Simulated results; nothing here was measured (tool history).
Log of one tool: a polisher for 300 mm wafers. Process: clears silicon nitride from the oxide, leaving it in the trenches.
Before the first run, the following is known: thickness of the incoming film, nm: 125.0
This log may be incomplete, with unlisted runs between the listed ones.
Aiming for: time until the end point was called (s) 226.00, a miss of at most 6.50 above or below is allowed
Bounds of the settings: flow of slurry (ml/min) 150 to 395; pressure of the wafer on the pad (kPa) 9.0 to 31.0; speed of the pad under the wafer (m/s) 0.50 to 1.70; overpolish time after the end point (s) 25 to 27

run	hour	flow of slurry (ml/min)	pressure of the wafer on the pad (kPa)	speed of the pad under the wafer (m/s)	overpolish time after the end point (s)	time until the end point was called (s)
1	0.0	250	20.0	1.10	25	136.89
2	4.7	250	18.6	1.10	25	144.48
3	6.7	250	17.2	1.10	25	156.88
4	7.6	250	17.2	1.10	25	158.37
5	9.2	250	17.2	1.10	25	154.10
6	13.6	250	15.9	1.10	25	171.03
7	14.6	240	10.3	1.10	25	258.17
8	21.5	250	10.3	1.10	25	255.86
9	29.0	250	10.3	1.10	25	251.30
10	31.1	260	10.3	1.10	25	257.89

Exactly one of the 5 candidate moves below puts every result within its allowed miss. Which one?
A	33.2	255	11.7	1.04	25	?
B	33.2	275	11.7	1.08	25	?
C	33.2	260	10.3	1.32	25	?
D	33.2	200	13.1	1.08	25	?
E	33.2	335	9.7	1.20	27	?

move	time until the end point was called (s)
A	237.64
B	227.39
C	211.79
D	211.94
E	242.38
A: closer than the last run, but not yet in spec
B: every result within its allowed miss
C: takes the result that was furthest off past its target
D: takes the result that was furthest off past its target
E: closer than the last run, but not yet in spec
The right move is B.
